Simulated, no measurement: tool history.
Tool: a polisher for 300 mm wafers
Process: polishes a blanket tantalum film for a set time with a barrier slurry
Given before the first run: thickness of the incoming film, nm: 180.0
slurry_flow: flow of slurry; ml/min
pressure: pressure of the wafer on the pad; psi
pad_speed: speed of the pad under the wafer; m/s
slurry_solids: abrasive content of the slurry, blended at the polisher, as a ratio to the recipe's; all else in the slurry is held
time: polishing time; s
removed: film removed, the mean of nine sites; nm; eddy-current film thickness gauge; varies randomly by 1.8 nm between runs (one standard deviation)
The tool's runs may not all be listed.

| run | hour | slurry_flow | pressure | pad_speed | slurry_solids | time | removed |
|---|---|---|---|---|---|---|---|
| 1 | 0.0 | 180 | 2.1 | 0.96 | 1.00 | 52 | 88.772 |
| 2 | 1.2 | 180 | 2.3 | 0.96 | 1.00 | 52 | 95.577 |
| 3 | 9.0 | 180 | 2.5 | 0.96 | 1.00 | 52 | 100.670 |
| 4 | 15.9 | 180 | 2.7 | 0.98 | 1.00 | 52 | 111.240 |
| 5 | 18.9 | 180 | 2.4 | 0.98 | 1.00 | 52 | 100.050 |
| 6 | 21.9 | 180 | 2.4 | 0.98 | 0.85 | 52 | 96.370 |
| 7 | 25.7 | 180 | 2.6 | 1.00 | 0.85 | 52 | 104.060 |
| 8 | 29.7 | 180 | 2.8 | 1.02 | 0.85 | 52 | 114.210 |

Estimate the outcome of run 9 from the log above:
| 9 | 31.7 | 180 | 2.9 | 1.02 | 0.85 | 52 | ? |

For run 9 the tool returned removed 118.290 nm.
